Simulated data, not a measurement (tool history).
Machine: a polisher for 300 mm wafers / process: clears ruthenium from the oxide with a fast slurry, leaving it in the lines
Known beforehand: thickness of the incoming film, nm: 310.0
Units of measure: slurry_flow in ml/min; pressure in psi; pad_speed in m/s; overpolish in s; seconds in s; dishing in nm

run,hour,slurry_flow,pressure,pad_speed,slurry_solids,overpolish,seconds,dishing
1,0,275,2.9,1.04,1,27,58.37,70.704
2,3.7,315,2.9,1.04,1,27,57.421,71.75
3,7.3,355,2.9,1.04,1,27,56.99,71.5
4,9.4,355,2.9,1.12,1,27,51.509,72.471
5,11.3,355,2.9,0.94,1,27,61.893,68.412
6,20.1,355,3.1,0.94,1,26,59.949,67.879

Expected results for the next run?
7,20.9,355,3.3,0.96,1,26,?,?

seconds: 55.079 s
dishing: 70.704 nm

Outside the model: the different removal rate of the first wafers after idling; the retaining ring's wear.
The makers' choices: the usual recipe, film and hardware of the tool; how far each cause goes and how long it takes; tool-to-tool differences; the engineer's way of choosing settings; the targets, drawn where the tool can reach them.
